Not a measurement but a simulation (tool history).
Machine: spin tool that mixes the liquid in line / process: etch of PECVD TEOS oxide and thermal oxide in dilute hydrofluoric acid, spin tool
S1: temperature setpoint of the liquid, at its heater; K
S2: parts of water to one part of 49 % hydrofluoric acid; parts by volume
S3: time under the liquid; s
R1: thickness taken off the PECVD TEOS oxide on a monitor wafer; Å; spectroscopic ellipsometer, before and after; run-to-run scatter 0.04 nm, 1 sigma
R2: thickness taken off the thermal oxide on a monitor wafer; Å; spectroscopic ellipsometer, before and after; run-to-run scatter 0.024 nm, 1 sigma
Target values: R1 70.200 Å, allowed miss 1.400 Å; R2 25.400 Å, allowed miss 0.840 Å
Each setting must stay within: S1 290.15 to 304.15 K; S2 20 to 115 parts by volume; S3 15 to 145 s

run 1 hour=0.0 | S1=296.15 S2=65 S3=75 | R1=148.520 R2=53.812
run 2 hour=4.7 | S1=294.15 S2=75 S3=75 | R1=117.150 R2=43.263
run 3 hour=11.6 | S1=294.15 S2=95 S3=75 | R1=90.558 R2=32.509
run 4 hour=15.1 | S1=293.15 S2=95 S3=75 | R1=88.020 R2=31.905
run 5 hour=20.2 | S1=292.15 S2=100 S3=75 | R1=78.555 R2=28.689
run 6 hour=25.6 | S1=291.65 S2=100 S3=75 | R1=78.263 R2=28.565
run 7 hour=33.4 | S1=291.15 S2=100 S3=75 | R1=76.352 R2=27.378
run 8 hour=36.4 | S1=290.65 S2=100 S3=75 | R1=74.849 R2=27.146
run 9 hour=40.9 | S1=290.15 S2=100 S3=75 | R1=73.264 R2=26.808

Which one of the following 5 next-run settings gets every result inside its allowed miss? There is exactly one.
run A hour=45.4 | S1=297.65 S2=115 S3=65 | R1=? R2=?
run B hour=45.4 | S1=290.65 S2=95 S3=70 | R1=? R2=?
run C hour=45.4 | S1=290.15 S2=70 S3=55 | R1=? R2=?
run D hour=45.4 | S1=290.15 S2=110 S3=80 | R1=? R2=?
run E hour=45.4 | S1=292.15 S2=100 S3=70 | R1=? R2=?

move=A R1=73.016 R2=26.567
move=B R1=73.301 R2=26.671
move=C R1=78.601 R2=28.599
move=D R1=69.746 R2=25.378
move=E R1=73.743 R2=26.832
A: closes in on the targets versus the last run, not all within tolerance yet
B: roughly where the last run was
C: further off than the last run
D: in spec on every target
E: further off than the last run
D is the move that brings every result within its allowed miss.
